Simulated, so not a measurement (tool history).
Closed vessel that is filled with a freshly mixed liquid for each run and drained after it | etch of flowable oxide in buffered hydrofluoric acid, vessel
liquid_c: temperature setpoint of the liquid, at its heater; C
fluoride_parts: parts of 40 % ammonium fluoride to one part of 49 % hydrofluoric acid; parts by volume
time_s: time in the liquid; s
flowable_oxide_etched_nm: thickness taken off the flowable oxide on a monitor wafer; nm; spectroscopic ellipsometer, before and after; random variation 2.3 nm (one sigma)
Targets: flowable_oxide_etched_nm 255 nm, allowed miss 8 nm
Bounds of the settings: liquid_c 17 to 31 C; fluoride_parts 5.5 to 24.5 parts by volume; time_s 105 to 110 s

Run 1, day 0: liquid_c 23 C, fluoride_parts 15 parts by volume, time_s 105 s. Result: flowable_oxide_etched_nm 149.56 nm.
Run 2, day 0.108: liquid_c 24 C, fluoride_parts 15 parts by volume, time_s 105 s. Result: flowable_oxide_etched_nm 156.04 nm.
Run 3, day 0.362: liquid_c 24 C, fluoride_parts 15 parts by volume, time_s 110 s. Result: flowable_oxide_etched_nm 165.94 nm.
Run 4, day 0.517: liquid_c 24.5 C, fluoride_parts 15 parts by volume, time_s 110 s. Result: flowable_oxide_etched_nm 168.62 nm.
Run 5, day 0.762: liquid_c 25 C, fluoride_parts 14.5 parts by volume, time_s 110 s. Result: flowable_oxide_etched_nm 180.98 nm.
Run 6, day 1.004: liquid_c 25 C, fluoride_parts 14.5 parts by volume, time_s 105 s. Result: flowable_oxide_etched_nm 173.2 nm.
At day 1.358: thermometer replaced.
Run 7, day 1.358: liquid_c 25.5 C, fluoride_parts 14.5 parts by volume, time_s 105 s. Result: flowable_oxide_etched_nm 198.15 nm.
Run 8, day 1.404: liquid_c 29 C, fluoride_parts 14.5 parts by volume, time_s 105 s. Result: flowable_oxide_etched_nm 237.24 nm.

Which of these 5 next moves meets every target?
Run A, day 1.45: liquid_c 27.5 C, fluoride_parts 11.5 parts by volume, time_s 105 s. Result: flowable_oxide_etched_nm ?.
Run B, day 1.45: liquid_c 31 C, fluoride_parts 17 parts by volume, time_s 110 s. Result: flowable_oxide_etched_nm ?.
Run C, day 1.45: liquid_c 26.5 C, fluoride_parts 12.5 parts by volume, time_s 110 s. Result: flowable_oxide_etched_nm ?.
Run D, day 1.45: liquid_c 27 C, fluoride_parts 11 parts by volume, time_s 105 s. Result: flowable_oxide_etched_nm ?.
Run E, day 1.45: liquid_c 28 C, fluoride_parts 14.5 parts by volume, time_s 110 s. Result: flowable_oxide_etched_nm ?.

move  flowable_oxide_etched_nm
   A                     275.5
   B                    236.82
   C                    252.19
   D                    280.12
   E                    236.28
A: takes the result that was furthest off past its target
B: as far off as the last run
C: meets every target
D: takes the result that was furthest off past its target
E: further off than the last run
Move C is the one to make.

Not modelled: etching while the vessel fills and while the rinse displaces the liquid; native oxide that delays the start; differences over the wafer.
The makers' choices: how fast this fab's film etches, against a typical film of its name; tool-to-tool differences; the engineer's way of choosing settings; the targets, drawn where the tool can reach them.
